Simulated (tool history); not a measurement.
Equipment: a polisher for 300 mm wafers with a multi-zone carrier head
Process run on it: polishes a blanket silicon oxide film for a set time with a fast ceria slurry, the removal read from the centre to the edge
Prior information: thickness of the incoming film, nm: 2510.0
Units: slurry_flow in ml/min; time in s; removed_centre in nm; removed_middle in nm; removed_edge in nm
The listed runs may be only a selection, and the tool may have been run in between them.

run	hour	slurry_flow	centre_zone	middle_zone	edge_zone	time	removed_centre	removed_middle	removed_edge
1	0	235	1	1	1	35	523.7	515.09	508.68
2	7.6	235	1	1	1	39	591.51	560.82	569.44
3	9.7	190	1	1	1	39	560.55	552.46	552.78
4	18.2	190	1.08	1	1	39	615.58	550.1	546.35
5	20.3	190	1.08	0.92	1	39	613.27	507.3	557.79
6	28.5	190	1.08	0.84	1	39	603.36	469.99	558.45
7	35.3	255	1.02	0.94	1.1	40	618.85	555.03	609.53

For run 8, what comes out?
8	38.3	260	1.02	0.96	1.1	40	?	?	?

removed_centre: 621.14 nm
removed_middle: 561.08 nm
removed_edge: 611.76 nm

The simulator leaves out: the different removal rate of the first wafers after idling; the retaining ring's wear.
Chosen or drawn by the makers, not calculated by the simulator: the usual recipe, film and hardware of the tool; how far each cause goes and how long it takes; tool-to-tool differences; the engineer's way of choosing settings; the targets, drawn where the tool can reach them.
